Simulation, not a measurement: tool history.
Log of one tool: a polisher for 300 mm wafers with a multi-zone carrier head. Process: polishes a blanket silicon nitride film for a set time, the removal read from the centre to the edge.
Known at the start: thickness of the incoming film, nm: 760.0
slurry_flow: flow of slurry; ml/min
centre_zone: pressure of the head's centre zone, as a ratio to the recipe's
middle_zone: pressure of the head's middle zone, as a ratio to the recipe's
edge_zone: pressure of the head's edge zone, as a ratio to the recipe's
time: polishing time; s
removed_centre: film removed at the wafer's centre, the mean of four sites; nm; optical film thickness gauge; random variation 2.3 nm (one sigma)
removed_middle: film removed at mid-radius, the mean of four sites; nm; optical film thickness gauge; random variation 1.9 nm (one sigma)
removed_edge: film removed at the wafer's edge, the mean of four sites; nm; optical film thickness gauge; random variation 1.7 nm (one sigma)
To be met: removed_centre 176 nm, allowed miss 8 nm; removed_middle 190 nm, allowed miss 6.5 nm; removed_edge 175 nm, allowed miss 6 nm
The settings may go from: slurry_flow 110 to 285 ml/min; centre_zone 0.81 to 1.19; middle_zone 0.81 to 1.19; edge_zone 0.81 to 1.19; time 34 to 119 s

run  hour  slurry_flow  centre_zone  middle_zone  edge_zone  time  removed_centre  removed_middle  removed_edge
  1     0          180            1            1          1    76          241.22          243.77        236.57
  2   2.2          180            1            1          1    69          219.88          220.92        214.17
  3   6.5          180            1            1          1    52          169.21          164.89        165.93
  4   8.1          185            1         1.01          1    52          163.52          165.73        162.38
  5    13          185            1         1.02       1.01    53          172.58           172.8        164.16
  6  21.6          185            1         1.02       1.01    35          114.36          112.96        109.38
  7  30.1          190            1         1.02       1.01    38          120.59          124.49        116.88
  8  34.4          190            1         1.02       1.01    41          130.93           133.5        127.99
  9  38.9          195            1         1.02       1.01    43           137.9          141.74        134.61
 10  43.7          205            1         1.02       1.01    44          145.83          142.98        139.76
 11  44.6          210         0.99         1.03       1.01    45          144.54          151.29        143.65
 12  48.3          220         0.99         1.03       1.01    46          150.53          151.49        147.73
 13  49.9          225         0.99         1.04       1.01    47          152.23          157.48        148.12
 14    53          230         0.99         1.04       1.01    48          155.09          158.79        153.22
 15  55.4          235         0.99         1.05       1.01    49           161.1          166.01        154.59
 16  59.7          240         0.99         1.05       1.01    50          163.41          170.21        160.12
 17  68.1          245         0.99         1.05       1.01    50          164.61           170.8        160.61
 18  71.8          250         0.99         1.05       1.01    50          162.87          170.61        160.91
 19  75.5          260         0.99         1.07       1.02    52             170          182.96        169.84
 20  81.9          280            1         1.08       1.04    52          178.24          181.36        171.08

5 next moves are on the table. One of them brings every result within its allowed miss. Which?
  A  88.3          275         0.92          1.1       1.08    57               ?               ?             ?
  B  88.3          215         0.97         1.09       1.02    55               ?               ?             ?
  C  88.3          285         0.88          1.1       1.03    53               ?               ?             ?
  D  88.3          265         1.16         1.07       0.98    49               ?               ?             ?
  E  88.3          205          0.9         1.12       1.09    60               ?               ?             ?

move  removed_centre  removed_middle  removed_edge
   A          179.46          201.37        185.59
   B          176.01           188.3         172.2
   C           161.4          187.91        170.08
   D          187.13          169.17        153.78
   E           179.3          208.15        191.58
A: takes the result that was furthest off past its target
B: meets every target
C: brings the result that was furthest off to its target, and leaves another outside
D: further off than the last run
E: takes the result that was furthest off past its target
Answer: B
